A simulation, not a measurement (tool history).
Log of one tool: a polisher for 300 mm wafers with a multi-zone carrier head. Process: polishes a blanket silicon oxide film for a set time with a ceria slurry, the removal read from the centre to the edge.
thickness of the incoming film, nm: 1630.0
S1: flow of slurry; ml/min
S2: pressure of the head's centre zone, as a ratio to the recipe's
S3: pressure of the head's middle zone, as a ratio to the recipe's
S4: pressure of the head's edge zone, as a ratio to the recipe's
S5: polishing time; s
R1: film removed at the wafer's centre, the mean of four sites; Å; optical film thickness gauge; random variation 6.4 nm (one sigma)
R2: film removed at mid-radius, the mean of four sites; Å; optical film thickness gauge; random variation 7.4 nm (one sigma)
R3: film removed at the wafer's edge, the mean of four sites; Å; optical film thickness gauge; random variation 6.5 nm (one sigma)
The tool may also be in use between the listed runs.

run  hour   S1    S2    S3    S4  S5      R1      R2      R3
  1     0  280     1     1     1  88    3759  3678.1  3787.5
  2   2.6  280     1  0.93     1  88  3768.9  3516.1  3855.2
  3   5.8  280  1.06  0.93     1  88  3965.8  3455.7  3738.5
  4   7.1  280  1.06  0.93  1.08  88  3907.1  3495.6  3854.9
  5     8  280  1.06  0.99  1.08  88  3997.9  3688.1  3985.9
  6  10.8  285  1.06  1.02  1.09  91  4002.3  3917.9  4015.4
  7  13.8  285  1.06  1.02  1.09  95  4206.1  4073.8  4241.6

The next listed run, before its measurement:
  8  21.1  285  1.06  1.03  1.09  98   ?   ?   ?

{"run 8": {"R1": 4464.4, "R2": 4224.2, "R3": 4372.9}}
